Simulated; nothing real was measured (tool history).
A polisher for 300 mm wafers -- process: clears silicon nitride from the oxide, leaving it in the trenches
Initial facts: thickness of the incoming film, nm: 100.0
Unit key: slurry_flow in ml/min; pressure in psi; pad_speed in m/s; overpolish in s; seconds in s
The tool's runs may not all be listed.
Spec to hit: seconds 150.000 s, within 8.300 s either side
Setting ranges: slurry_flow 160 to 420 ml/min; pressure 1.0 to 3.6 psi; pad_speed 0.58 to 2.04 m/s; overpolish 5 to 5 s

| run | hour | slurry_flow | pressure | pad_speed | overpolish | seconds |
|---|---|---|---|---|---|---|
| 1 | 0.0 | 270 | 2.3 | 1.30 | 5 | 78.794 |
| 2 | 3.1 | 270 | 1.9 | 1.26 | 5 | 92.947 |
| 3 | 3.8 | 270 | 1.7 | 1.20 | 5 | 109.750 |
| 4 | 5.5 | 270 | 1.9 | 1.20 | 5 | 99.489 |
| 5 | 12.6 | 270 | 1.7 | 1.18 | 5 | 109.240 |
| 6 | 16.9 | 270 | 1.7 | 1.18 | 5 | 109.660 |
| 7 | 24.6 | 270 | 1.5 | 1.16 | 5 | 124.090 |
| 8 | 27.0 | 270 | 1.4 | 1.16 | 5 | 132.680 |

Which of these 5 next moves meets every target?
| A | 29.4 | 300 | 1.3 | 0.86 | 5 | ? |
| B | 29.4 | 255 | 1.4 | 1.30 | 5 | ? |
| C | 29.4 | 240 | 1.5 | 1.16 | 5 | ? |
| D | 29.4 | 160 | 1.6 | 1.00 | 5 | ? |
| E | 29.4 | 360 | 1.2 | 1.20 | 5 | ? |

| move | seconds |
|---|---|
| A | 165.190 |
| B | 120.350 |
| C | 122.390 |
| D | 133.480 |
| E | 142.580 |
A: pushes the last run's worst result past its target
B: moves away from the targets compared with the last run
C: moves away from the targets compared with the last run
D: no better and no worse than the last run
E: in spec on every target
Correct choice: E, which meets every target
